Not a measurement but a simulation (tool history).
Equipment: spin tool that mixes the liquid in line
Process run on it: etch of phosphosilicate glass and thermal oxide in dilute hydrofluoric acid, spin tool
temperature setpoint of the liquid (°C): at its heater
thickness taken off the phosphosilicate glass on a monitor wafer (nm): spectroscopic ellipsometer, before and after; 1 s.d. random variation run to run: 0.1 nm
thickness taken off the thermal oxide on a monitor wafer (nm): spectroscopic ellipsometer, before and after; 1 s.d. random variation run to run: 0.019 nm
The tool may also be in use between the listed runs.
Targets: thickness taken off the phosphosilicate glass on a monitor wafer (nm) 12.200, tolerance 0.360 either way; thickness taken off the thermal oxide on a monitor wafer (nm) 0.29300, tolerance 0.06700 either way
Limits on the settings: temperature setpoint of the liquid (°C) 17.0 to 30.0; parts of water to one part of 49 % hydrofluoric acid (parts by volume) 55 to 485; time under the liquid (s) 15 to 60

run    day  temperature setpoint of the liquid (°C)  parts of water to one part of 49 % hydrofluoric acid (parts by volume)  time under the liquid (s)  thickness taken off the phosphosilicate glass on a monitor wafer (nm)  thickness taken off the thermal oxide on a monitor wafer (nm)
  1  0.000                                     22.0                                                                     270                         30                                                                 17.327                                                        0.45384
  2  0.058                                     23.5                                                                     270                         30                                                                 18.308                                                        0.44226
  3  0.358                                     23.0                                                                     280                         30                                                                 17.297                                                        0.37828
  4  0.683                                     22.5                                                                     285                         30                                                                 16.391                                                        0.41824
  5  0.812                                     22.5                                                                     290                         30                                                                 16.004                                                        0.35780
  6  0.858                                     20.5                                                                     290                         30                                                                 15.058                                                        0.33408
  7  1.096                                     20.5                                                                     295                         30                                                                 14.658                                                        0.37950
  8  1.346                                     20.5                                                                     300                         30                                                                 14.395                                                        0.37206
  9  1.525                                     20.5                                                                     305                         30                                                                 14.014                                                        0.31879
 10  1.662                                     20.0                                                                     305                         30                                                                 13.824                                                        0.32038
 11  1.742                                     19.5                                                                     305                         30                                                                 13.520                                                        0.31412
 12  1.908                                     19.0                                                                     305                         30                                                                 13.395                                                        0.33581

Which single option among these 5 for the next run brings every result within its allowed miss of target? Just one does.
  A  2.075                                     21.0                                                                     320                         30                                                                      ?                                                              ?
  B  2.075                                     17.0                                                                     235                         20                                                                      ?                                                              ?
  C  2.075                                     17.5                                                                     185                         15                                                                      ?                                                              ?
  D  2.075                                     17.0                                                                     185                         15                                                                      ?                                                              ?
  E  2.075                                     22.0                                                                     260                         20                                                                      ?                                                              ?

move  thickness taken off the phosphosilicate glass on a monitor wafer (nm)  thickness taken off the thermal oxide on a monitor wafer (nm)
   A                                                                 13.456                                                        0.34875
   B                                                                 11.345                                                        0.29403
   C                                                                 11.538                                                        0.29905
   D                                                                 11.309                                                        0.29311
   E                                                                 12.104                                                        0.31370
A: the biggest miss grows against the last run
B: takes the result that was furthest off past its target
C: takes the result that was furthest off past its target
D: takes the result that was furthest off past its target
E: every result lands within tolerance
Answer: E
